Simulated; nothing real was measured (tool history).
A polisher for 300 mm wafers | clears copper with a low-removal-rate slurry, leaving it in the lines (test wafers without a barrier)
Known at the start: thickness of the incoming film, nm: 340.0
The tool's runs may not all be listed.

run,hour,flow of slurry (ml/min),pressure of the wafer on the pad (psi),speed of the pad under the wafer (m/s),abrasive content of the slurry,overpolish time after the end point (s),time until the end point was called (s),dishing of a wide line in a test structure (nm)
1,0,140,3.2,0.92,1,29,109.55,56.976
2,1.3,140,3.2,0.92,0.8,29,112.91,57.512
3,9.2,140,3.2,0.92,0.8,23,111.41,45.825
4,16.9,140,3,0.94,0.85,22,118,42.504
5,23.4,140,3,1.08,0.85,22,108.52,46.867
6,25.7,150,3,1.02,0.9,21,106.86,43.861

For run 7, what comes out?
7,33,155,2.9,1,0.95,20,?,?

Run 7 gave time until the end point was called (s) 112.23, dishing of a wide line in a test structure (nm) 41.517.
